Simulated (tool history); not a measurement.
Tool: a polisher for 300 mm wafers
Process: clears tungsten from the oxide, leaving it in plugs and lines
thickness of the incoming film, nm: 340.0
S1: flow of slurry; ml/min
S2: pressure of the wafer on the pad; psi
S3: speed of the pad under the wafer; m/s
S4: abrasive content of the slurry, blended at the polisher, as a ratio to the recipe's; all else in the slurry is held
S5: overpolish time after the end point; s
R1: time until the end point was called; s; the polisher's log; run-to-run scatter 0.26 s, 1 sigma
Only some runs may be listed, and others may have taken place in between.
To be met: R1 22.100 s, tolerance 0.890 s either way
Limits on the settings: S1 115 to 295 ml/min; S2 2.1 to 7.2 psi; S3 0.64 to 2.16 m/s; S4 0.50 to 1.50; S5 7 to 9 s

run,hour,S1,S2,S3,S4,S5,R1
1,0.0,190,4.6,1.40,1.00,9,38.707
2,3.2,165,4.6,1.40,1.00,9,39.550
3,6.4,165,4.6,1.40,1.20,9,37.513
4,13.8,165,4.8,1.40,1.20,9,36.322
5,15.1,165,5.0,1.40,1.20,9,34.432
6,22.5,165,5.2,1.40,1.20,9,33.709
7,26.6,165,5.2,1.40,1.20,9,33.487
8,34.8,165,5.4,1.40,1.20,9,31.956
# hour 40.0: slurry nozzle cleaned
9,40.0,165,5.6,1.40,1.20,9,28.841
10,41.6,165,5.7,1.40,1.20,9,28.517
11,43.0,165,5.8,1.40,1.20,9,27.907
12,43.8,165,5.9,1.40,1.20,9,27.101
13,49.9,165,6.0,1.40,1.20,9,27.082
14,56.1,165,6.1,1.40,1.20,9,26.867
15,64.1,165,6.2,1.40,1.20,9,26.110
16,67.8,165,6.3,1.40,1.20,9,25.781

5 next moves are on the table. One of them brings every result within its allowed miss. Which?
A,71.5,120,7.0,1.56,1.35,9,?
B,71.5,160,6.9,1.70,1.35,9,?
C,71.5,200,5.7,1.76,1.10,9,?
D,71.5,160,5.5,1.26,1.25,9,?
E,71.5,155,5.9,1.62,1.35,9,?

move,R1
A,21.893
B,19.777
C,23.796
D,31.290
E,23.974
A: all results in spec
B: pushes the last run's worst result past its target
C: gains on the last run, yet a result remains outside its allowed miss
D: further off than the last run
E: gains on the last run, yet a result remains outside its allowed miss
Correct choice: A, which meets every target

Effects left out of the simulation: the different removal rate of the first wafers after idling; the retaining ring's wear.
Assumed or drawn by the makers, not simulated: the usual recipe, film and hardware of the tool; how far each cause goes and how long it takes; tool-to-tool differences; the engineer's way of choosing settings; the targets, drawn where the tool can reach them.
